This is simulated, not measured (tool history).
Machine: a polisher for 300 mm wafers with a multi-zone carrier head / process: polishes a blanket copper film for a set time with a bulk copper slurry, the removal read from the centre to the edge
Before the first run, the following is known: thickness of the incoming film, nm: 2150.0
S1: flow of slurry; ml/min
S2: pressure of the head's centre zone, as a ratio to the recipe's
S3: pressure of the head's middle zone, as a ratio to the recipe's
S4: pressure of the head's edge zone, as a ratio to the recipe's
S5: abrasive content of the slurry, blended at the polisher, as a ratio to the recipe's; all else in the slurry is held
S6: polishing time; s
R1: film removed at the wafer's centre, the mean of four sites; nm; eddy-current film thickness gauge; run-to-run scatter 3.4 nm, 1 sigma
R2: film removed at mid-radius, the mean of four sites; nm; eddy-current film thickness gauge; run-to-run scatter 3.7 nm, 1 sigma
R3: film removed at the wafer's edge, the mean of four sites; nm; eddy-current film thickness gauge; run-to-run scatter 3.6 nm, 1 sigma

run,day,S1,S2,S3,S4,S5,S6,R1,R2,R3
1,0.000,215,1.00,1.00,1.00,1.00,46,334.72,326.53,313.15
2,0.271,240,1.00,1.00,1.00,1.00,46,345.74,329.15,322.67
3,0.417,255,0.98,1.04,1.05,1.15,46,352.22,352.73,336.42
4,0.646,265,0.95,1.05,1.08,1.25,48,365.41,381.75,363.50
5,0.975,265,0.95,1.11,1.08,1.25,48,369.83,405.90,367.26
6,1.333,270,0.94,1.10,1.11,1.30,49,369.41,413.69,381.27

What will run 7 give?
7,1.442,285,0.96,1.08,1.19,1.50,52,?,?,?

{"run 7": {"R1": 418.17, "R2": 448.17, "R3": 441.84}}
